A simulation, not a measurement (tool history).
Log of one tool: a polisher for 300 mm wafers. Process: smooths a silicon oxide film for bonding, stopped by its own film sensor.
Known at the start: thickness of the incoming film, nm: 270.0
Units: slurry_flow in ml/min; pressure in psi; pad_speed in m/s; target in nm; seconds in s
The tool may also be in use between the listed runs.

Run 1, day 0.000: slurry_flow 220 ml/min, pressure 2.5 psi, pad_speed 0.90 m/s, slurry_solids 1.0, target 212 nm. Result: seconds 64.289 s.
Run 2, day 0.183: slurry_flow 220 ml/min, pressure 2.5 psi, pad_speed 0.90 m/s, slurry_solids 1.0, target 210 nm. Result: seconds 70.695 s.
Run 3, day 0.396: slurry_flow 220 ml/min, pressure 2.8 psi, pad_speed 0.90 m/s, slurry_solids 1.0, target 210 nm. Result: seconds 61.808 s.
Run 4, day 0.421: slurry_flow 220 ml/min, pressure 2.5 psi, pad_speed 0.82 m/s, slurry_solids 1.0, target 210 nm. Result: seconds 73.398 s.
Run 5, day 0.771: slurry_flow 175 ml/min, pressure 2.5 psi, pad_speed 0.82 m/s, slurry_solids 1.0, target 210 nm. Result: seconds 72.567 s.
Run 6, day 0.808: slurry_flow 175 ml/min, pressure 2.5 psi, pad_speed 0.66 m/s, slurry_solids 1.0, target 210 nm. Result: seconds 89.545 s.
Run 7, day 1.058: slurry_flow 175 ml/min, pressure 2.3 psi, pad_speed 0.62 m/s, slurry_solids 1.0, target 210 nm. Result: seconds 103.940 s.
Run 8, day 1.108: slurry_flow 175 ml/min, pressure 2.1 psi, pad_speed 0.62 m/s, slurry_solids 1.0, target 210 nm. Result: seconds 110.150 s.

Forecast run 9:
Run 9, day 1.154: slurry_flow 175 ml/min, pressure 2.1 psi, pad_speed 0.62 m/s, slurry_solids 1.0, target 210 nm. Result: seconds ?.

{"run 9": {"seconds": 110.35}}

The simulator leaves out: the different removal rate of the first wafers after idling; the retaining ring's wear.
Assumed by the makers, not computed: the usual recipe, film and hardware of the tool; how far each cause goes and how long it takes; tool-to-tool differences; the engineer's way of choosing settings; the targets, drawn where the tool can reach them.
